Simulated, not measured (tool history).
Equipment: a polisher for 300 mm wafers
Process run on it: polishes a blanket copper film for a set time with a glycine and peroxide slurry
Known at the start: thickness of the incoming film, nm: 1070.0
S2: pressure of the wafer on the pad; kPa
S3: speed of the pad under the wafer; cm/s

Run 1, hour 0: flow of slurry (ml/min) 130, S2 15.2 kPa, S3 124 cm/s, polishing time (s) 46. Result: film removed (nm) 234.2.
Run 2, hour 3.3: flow of slurry (ml/min) 130, S2 13.8 kPa, S3 122 cm/s, polishing time (s) 46. Result: film removed (nm) 214.41.
Run 3, hour 7: flow of slurry (ml/min) 130, S2 13.8 kPa, S3 122 cm/s, polishing time (s) 46. Result: film removed (nm) 213.31.
Run 4, hour 12.4: flow of slurry (ml/min) 130, S2 13.1 kPa, S3 120 cm/s, polishing time (s) 46. Result: film removed (nm) 205.64.
Run 5, hour 17.1: flow of slurry (ml/min) 130, S2 13.1 kPa, S3 150 cm/s, polishing time (s) 46. Result: film removed (nm) 241.39.
Run 6, hour 18.2: flow of slurry (ml/min) 130, S2 12.4 kPa, S3 144 cm/s, polishing time (s) 46. Result: film removed (nm) 227.29.
Run 7, hour 26.4: flow of slurry (ml/min) 130, S2 11.7 kPa, S3 138 cm/s, polishing time (s) 46. Result: film removed (nm) 209.43.
Run 8, hour 31.2: flow of slurry (ml/min) 130, S2 11.7 kPa, S3 138 cm/s, polishing time (s) 46. Result: film removed (nm) 208.14.
Run 9, hour 33.9: flow of slurry (ml/min) 130, S2 11 kPa, S3 134 cm/s, polishing time (s) 46. Result: film removed (nm) 196.57.
Run 10, hour 37.7: flow of slurry (ml/min) 130, S2 10.3 kPa, S3 130 cm/s, polishing time (s) 46. Result: film removed (nm) 181.46.
Run 11, hour 42.8: flow of slurry (ml/min) 130, S2 9.7 kPa, S3 128 cm/s, polishing time (s) 46. Result: film removed (nm) 169.96.
Run 12, hour 44.9: flow of slurry (ml/min) 120, S2 6.9 kPa, S3 116 cm/s, polishing time (s) 46. Result: film removed (nm) 124.26.

What will run 13 give?
Run 13, hour 49.3: flow of slurry (ml/min) 130, S2 6.9 kPa, S3 116 cm/s, polishing time (s) 46. Result: film removed (nm) ?.

Run 13 measured film removed (nm) 125.48.
